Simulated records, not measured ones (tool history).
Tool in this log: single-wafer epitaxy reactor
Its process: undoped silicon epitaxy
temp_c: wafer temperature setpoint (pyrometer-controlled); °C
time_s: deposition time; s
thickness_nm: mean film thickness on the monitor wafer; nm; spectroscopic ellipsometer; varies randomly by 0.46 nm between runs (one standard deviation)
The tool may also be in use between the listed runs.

run 1 hour=0.0 | temp_c=660 time_s=504 | thickness_nm=108.240
run 2 hour=8.4 | temp_c=653 time_s=504 | thickness_nm=95.187
run 3 hour=11.0 | temp_c=659 time_s=506 | thickness_nm=106.960
run 4 hour=15.6 | temp_c=663 time_s=507 | thickness_nm=114.830
run 5 hour=23.6 | temp_c=666 time_s=508 | thickness_nm=122.900
run 6 hour=27.5 | temp_c=661 time_s=508 | thickness_nm=111.190

The next listed run, before its measurement:
run 7 hour=29.7 | temp_c=664 time_s=509 | thickness_nm=?

Run 7 gave thickness_nm 118.350 nm.
